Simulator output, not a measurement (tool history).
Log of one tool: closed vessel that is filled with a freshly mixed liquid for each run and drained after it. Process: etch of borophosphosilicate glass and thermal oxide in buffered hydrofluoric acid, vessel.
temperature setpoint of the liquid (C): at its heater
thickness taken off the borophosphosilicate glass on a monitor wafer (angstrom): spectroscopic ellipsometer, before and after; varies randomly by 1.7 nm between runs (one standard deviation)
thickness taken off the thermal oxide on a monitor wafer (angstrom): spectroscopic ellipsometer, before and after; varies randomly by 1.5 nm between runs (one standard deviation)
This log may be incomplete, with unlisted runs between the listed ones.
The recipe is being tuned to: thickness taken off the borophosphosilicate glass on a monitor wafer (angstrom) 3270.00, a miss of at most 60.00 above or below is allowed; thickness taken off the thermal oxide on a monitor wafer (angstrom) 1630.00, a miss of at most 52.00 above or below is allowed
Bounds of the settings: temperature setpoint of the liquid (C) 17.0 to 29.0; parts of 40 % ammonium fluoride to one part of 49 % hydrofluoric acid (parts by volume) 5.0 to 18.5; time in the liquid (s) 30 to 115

| run | hour | temperature setpoint of the liquid (C) | parts of 40 % ammonium fluoride to one part of 49 % hydrofluoric acid (parts by volume) | time in the liquid (s) | thickness taken off the borophosphosilicate glass on a monitor wafer (angstrom) | thickness taken off the thermal oxide on a monitor wafer (angstrom) |
|---|---|---|---|---|---|---|
| 1 | 0.0 | 21.0 | 11.5 | 60 | 1087.00 | 535.64 |
| 2 | 3.9 | 19.0 | 11.5 | 60 | 963.12 | 483.60 |
| 3 | 12.3 | 19.0 | 11.5 | 80 | 1304.50 | 645.80 |
| 4 | 14.4 | 20.5 | 11.0 | 80 | 1473.10 | 733.16 |
| 5 | 20.8 | 20.5 | 9.5 | 80 | 1661.20 | 823.67 |
| 6 | 29.1 | 21.5 | 9.0 | 80 | 1814.00 | 909.44 |
| 7 | 36.3 | 22.5 | 8.5 | 80 | 2058.90 | 1029.30 |
| 8 | 40.1 | 23.5 | 8.5 | 80 | 2191.70 | 1086.50 |
| 9 | 48.1 | 24.5 | 8.5 | 80 | 2310.50 | 1136.50 |
| 10 | 50.9 | 24.5 | 8.5 | 80 | 2281.40 | 1145.60 |
| 11 | 53.8 | 25.0 | 8.5 | 80 | 2352.30 | 1191.00 |
| 12 | 62.7 | 25.0 | 8.5 | 80 | 2368.50 | 1191.10 |
| 13 | 67.9 | 25.5 | 8.5 | 80 | 2402.10 | 1217.80 |
| 14 | 69.2 | 29.0 | 6.5 | 80 | 3827.80 | 1898.00 |
| 15 | 78.1 | 26.5 | 6.5 | 80 | 3343.90 | 1653.10 |

Exercise: of the 5 proposed moves below, exactly one satisfies all targets within the stated allowed misses. Which move is it?
| A | 87.0 | 28.5 | 7.5 | 85 | ? | ? |
| B | 87.0 | 28.5 | 10.5 | 115 | ? | ? |
| C | 87.0 | 29.0 | 10.5 | 115 | ? | ? |
| D | 87.0 | 23.5 | 7.5 | 105 | ? | ? |
| E | 87.0 | 28.0 | 8.5 | 100 | ? | ? |

| move | thickness taken off the borophosphosilicate glass on a monitor wafer (angstrom) | thickness taken off the thermal oxide on a monitor wafer (angstrom) |
|---|---|---|
| A | 3468.00 | 1746.50 |
| B | 3427.80 | 1731.40 |
| C | 3518.80 | 1777.80 |
| D | 3285.00 | 1649.00 |
| E | 3466.70 | 1747.60 |
A: misses by more than the last run did
B: misses by more than the last run did
C: misses by more than the last run did
D: all results in spec
E: misses by more than the last run did
D meets every target.

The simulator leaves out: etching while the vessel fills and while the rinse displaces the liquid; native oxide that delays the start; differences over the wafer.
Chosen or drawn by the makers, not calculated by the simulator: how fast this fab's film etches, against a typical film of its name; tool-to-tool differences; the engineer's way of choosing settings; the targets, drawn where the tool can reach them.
